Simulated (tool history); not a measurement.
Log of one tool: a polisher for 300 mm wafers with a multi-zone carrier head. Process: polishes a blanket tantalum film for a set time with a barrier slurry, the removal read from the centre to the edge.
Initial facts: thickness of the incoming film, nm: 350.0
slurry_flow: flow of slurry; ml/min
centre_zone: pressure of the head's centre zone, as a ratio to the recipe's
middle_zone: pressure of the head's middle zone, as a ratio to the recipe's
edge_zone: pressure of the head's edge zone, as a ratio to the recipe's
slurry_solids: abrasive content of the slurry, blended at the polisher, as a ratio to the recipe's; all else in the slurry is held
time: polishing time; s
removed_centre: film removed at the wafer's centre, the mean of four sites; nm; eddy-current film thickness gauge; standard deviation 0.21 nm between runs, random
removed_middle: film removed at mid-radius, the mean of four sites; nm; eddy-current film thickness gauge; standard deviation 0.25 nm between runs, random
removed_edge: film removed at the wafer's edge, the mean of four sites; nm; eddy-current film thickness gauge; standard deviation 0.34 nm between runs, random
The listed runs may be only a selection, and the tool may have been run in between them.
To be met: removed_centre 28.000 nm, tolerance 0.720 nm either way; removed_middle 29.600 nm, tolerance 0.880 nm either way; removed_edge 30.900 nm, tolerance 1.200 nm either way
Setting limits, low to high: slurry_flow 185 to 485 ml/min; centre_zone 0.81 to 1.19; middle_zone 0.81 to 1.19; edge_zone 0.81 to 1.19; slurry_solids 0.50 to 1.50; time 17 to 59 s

Run 1, hour 0.0: slurry_flow 310 ml/min, centre_zone 1.00, middle_zone 1.00, edge_zone 1.00, slurry_solids 1.00, time 38 s. Result: removed_centre 35.930 nm, removed_middle 33.899 nm, removed_edge 34.996 nm.
Run 2, hour 3.7: slurry_flow 310 ml/min, centre_zone 1.00, middle_zone 1.05, edge_zone 1.00, slurry_solids 1.00, time 38 s. Result: removed_centre 35.745 nm, removed_middle 35.776 nm, removed_edge 35.088 nm.
Run 3, hour 11.8: slurry_flow 310 ml/min, centre_zone 1.00, middle_zone 1.05, edge_zone 1.08, slurry_solids 1.00, time 38 s. Result: removed_centre 35.932 nm, removed_middle 35.701 nm, removed_edge 36.831 nm.
Run 4, hour 15.1: slurry_flow 310 ml/min, centre_zone 0.95, middle_zone 1.05, edge_zone 1.08, slurry_solids 1.00, time 38 s. Result: removed_centre 33.683 nm, removed_middle 35.310 nm, removed_edge 36.964 nm.
Run 5, hour 23.9: slurry_flow 305 ml/min, centre_zone 0.92, middle_zone 1.02, edge_zone 1.03, slurry_solids 0.95, time 38 s. Result: removed_centre 32.339 nm, removed_middle 34.147 nm, removed_edge 35.563 nm.
Run 6, hour 27.8: slurry_flow 305 ml/min, centre_zone 0.92, middle_zone 0.98, edge_zone 1.03, slurry_solids 0.95, time 38 s. Result: removed_centre 32.369 nm, removed_middle 33.578 nm, removed_edge 35.221 nm.
Run 7, hour 31.6: slurry_flow 295 ml/min, centre_zone 0.90, middle_zone 0.95, edge_zone 1.00, slurry_solids 0.90, time 38 s. Result: removed_centre 30.849 nm, removed_middle 31.830 nm, removed_edge 34.145 nm.
Run 8, hour 37.0: slurry_flow 285 ml/min, centre_zone 0.89, middle_zone 0.94, edge_zone 0.97, slurry_solids 0.90, time 38 s. Result: removed_centre 31.091 nm, removed_middle 31.768 nm, removed_edge 33.837 nm.
At hour 40.4: worn pad replaced by a new one.
Run 9, hour 40.4: slurry_flow 280 ml/min, centre_zone 0.82, middle_zone 0.92, edge_zone 0.90, slurry_solids 0.65, time 38 s. Result: removed_centre 28.370 nm, removed_middle 31.221 nm, removed_edge 32.641 nm.
Run 10, hour 42.1: slurry_flow 275 ml/min, centre_zone 0.83, middle_zone 0.91, edge_zone 0.89, slurry_solids 0.60, time 38 s. Result: removed_centre 28.670 nm, removed_middle 30.641 nm, removed_edge 31.839 nm.
Run 11, hour 43.1: slurry_flow 270 ml/min, centre_zone 0.83, middle_zone 0.91, edge_zone 0.89, slurry_solids 0.60, time 38 s. Result: removed_centre 28.018 nm, removed_middle 30.489 nm, removed_edge 31.753 nm.
Run 12, hour 44.3: slurry_flow 265 ml/min, centre_zone 0.84, middle_zone 0.91, edge_zone 0.89, slurry_solids 0.60, time 38 s. Result: removed_centre 28.578 nm, removed_middle 30.678 nm, removed_edge 31.599 nm.

Exercise: of the 4 proposed moves below, exactly one satisfies all targets within the stated allowed misses. Which move is it?
Run A, hour 45.5: slurry_flow 270 ml/min, centre_zone 0.84, middle_zone 0.88, edge_zone 0.91, slurry_solids 0.50, time 36 s. Result: removed_centre ?, removed_middle ?, removed_edge ?.
Run B, hour 45.5: slurry_flow 270 ml/min, centre_zone 0.86, middle_zone 1.11, edge_zone 0.85, slurry_solids 0.50, time 38 s. Result: removed_centre ?, removed_middle ?, removed_edge ?.
Run C, hour 45.5: slurry_flow 315 ml/min, centre_zone 0.88, middle_zone 0.95, edge_zone 0.98, slurry_solids 0.50, time 37 s. Result: removed_centre ?, removed_middle ?, removed_edge ?.
Run D, hour 45.5: slurry_flow 290 ml/min, centre_zone 0.91, middle_zone 1.01, edge_zone 0.81, slurry_solids 0.55, time 35 s. Result: removed_centre ?, removed_middle ?, removed_edge ?.

move  removed_centre  removed_middle  removed_edge
   A          25.546          26.611        29.139
   B          27.649          32.866        29.827
   C          27.854          29.066        31.149
   D          27.873          29.313        27.856
A: takes the result that was furthest off past its target
B: further off than the last run
C: every result lands within tolerance
D: brings the last run's worst result on target, with another outside its allowed miss
The move that meets every target is C.

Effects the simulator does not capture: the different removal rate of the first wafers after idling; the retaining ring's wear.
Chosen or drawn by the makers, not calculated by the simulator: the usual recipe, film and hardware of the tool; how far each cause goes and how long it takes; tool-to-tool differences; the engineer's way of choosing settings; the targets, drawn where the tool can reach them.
